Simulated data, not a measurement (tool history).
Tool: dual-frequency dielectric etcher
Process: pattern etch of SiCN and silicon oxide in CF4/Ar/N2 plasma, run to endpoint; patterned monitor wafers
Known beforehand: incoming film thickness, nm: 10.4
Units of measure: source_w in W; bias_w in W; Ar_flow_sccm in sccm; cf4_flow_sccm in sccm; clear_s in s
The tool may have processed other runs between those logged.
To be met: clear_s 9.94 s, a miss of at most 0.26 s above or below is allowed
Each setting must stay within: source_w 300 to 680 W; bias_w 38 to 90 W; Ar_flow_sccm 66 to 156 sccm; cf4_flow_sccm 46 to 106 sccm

run	hour	source_w	bias_w	Ar_flow_sccm	cf4_flow_sccm	clear_s
1	0	490	64	111	76	12.851
2	4	490	64	111	90	12.453
3	11.4	520	65	111	90	12.001
4	19.6	590	65	111	90	11.125
5	27.8	610	66	110	90	10.963
6	30.4	610	56	110	90	11.291
7	31.1	630	58	108	91	10.936
8	36.9	640	60	106	92	10.735
9	39.4	650	62	105	93	10.512
10	41.8	660	63	104	94	10.381

Of the 5 settings listed for the next run, only one would bring every result within its allowed miss of target. Which one?
A	44.2	630	73	77	93	?
B	44.2	680	76	93	98	?
C	44.2	580	69	97	79	?
D	44.2	680	67	75	101	?
E	44.2	600	78	106	86	?

move	clear_s
A	9.8862
B	9.4742
C	11.049
D	9.4823
E	10.507
A: hits every target within its allowed miss
B: takes the biggest miss from the last run beyond its target
C: lands further from the targets than the last run did
D: takes the biggest miss from the last run beyond its target
E: lands further from the targets than the last run did
Correct choice: A, which meets every target
